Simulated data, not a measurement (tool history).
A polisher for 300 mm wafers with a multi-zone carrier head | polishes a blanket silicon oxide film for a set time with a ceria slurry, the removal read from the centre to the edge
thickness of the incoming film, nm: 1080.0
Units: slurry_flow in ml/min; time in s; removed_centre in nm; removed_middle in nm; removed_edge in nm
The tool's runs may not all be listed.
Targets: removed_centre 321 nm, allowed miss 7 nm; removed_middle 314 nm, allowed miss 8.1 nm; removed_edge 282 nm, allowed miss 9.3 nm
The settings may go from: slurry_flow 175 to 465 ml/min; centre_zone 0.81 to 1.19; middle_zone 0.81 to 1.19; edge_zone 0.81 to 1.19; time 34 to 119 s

run  hour  slurry_flow  centre_zone  middle_zone  edge_zone  time  removed_centre  removed_middle  removed_edge
  1     0          295            1            1          1    76          370.12          366.05        369.27
  2   8.2          355            1            1          1    76          374.39          367.34        377.75
  3   9.6          335            1            1       0.96    74          364.99          357.39         357.2
  4  13.6          315            1            1       0.93    72          352.59          346.54        340.43
  5  16.2          300            1            1        0.9    70          338.55          337.02        327.18
  6  19.8          290         1.01         1.01       0.88    68          334.39           325.2         307.2
  7  22.4          280         1.01         1.01       0.86    68          333.19          326.75        309.42
  8  25.4          275         1.02         1.02       0.85    67          329.54          323.77        303.82
  9  26.9          270         1.03         1.03       0.84    66          328.52           321.8        295.06
 10  28.4          265         1.03         1.03       0.83    66          324.93           320.6         295.7

5 next moves are on the table. One of them brings every result within its allowed miss. Which?
  A  29.9          290         1.16         1.14       0.81    60               ?               ?             ?
  B  29.9          240         1.05         1.07       0.82    64               ?               ?             ?
  C  29.9          250         1.08         1.05       0.81    65               ?               ?             ?
  D  29.9          320         0.91         1.03       0.85    68               ?               ?             ?
  E  29.9          245         1.04         1.19       0.81    62               ?               ?             ?

move  removed_centre  removed_middle  removed_edge
   A          340.63           314.7        267.76
   B          320.11          314.85        282.31
   C          336.49          317.64        286.43
   D          305.57          337.93        312.75
   E          308.28          327.94        272.28
A: takes the result that was furthest off past its target
B: meets every target
C: brings the result that was furthest off to its target, and leaves another outside
D: further off than the last run
E: takes the result that was furthest off past its target
Answer: B
